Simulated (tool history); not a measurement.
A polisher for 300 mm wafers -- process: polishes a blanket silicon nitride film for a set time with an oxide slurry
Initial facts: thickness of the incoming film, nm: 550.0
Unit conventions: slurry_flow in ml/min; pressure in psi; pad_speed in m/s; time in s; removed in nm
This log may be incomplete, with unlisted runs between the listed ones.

run  hour  slurry_flow  pressure  pad_speed  slurry_solids  time  removed
  1     0          255         3       1.42              1    35   22.946
  2   8.8          255         3       1.42           1.15    35   24.461
  3    11          285         3       1.42           1.15    35   24.787
  4    13          285         3       1.42           1.25    35   25.943
     15.3  -- worn pad replaced by a new one
  5  15.3          285       2.7       1.42           1.25    35   25.135
  6  21.4          285       2.4       1.34           1.25    35   21.015

What will run 7 give?
  7  28.1          285       2.3       1.34           1.25    35        ?

Run 7 yielded removed 20.454 nm.

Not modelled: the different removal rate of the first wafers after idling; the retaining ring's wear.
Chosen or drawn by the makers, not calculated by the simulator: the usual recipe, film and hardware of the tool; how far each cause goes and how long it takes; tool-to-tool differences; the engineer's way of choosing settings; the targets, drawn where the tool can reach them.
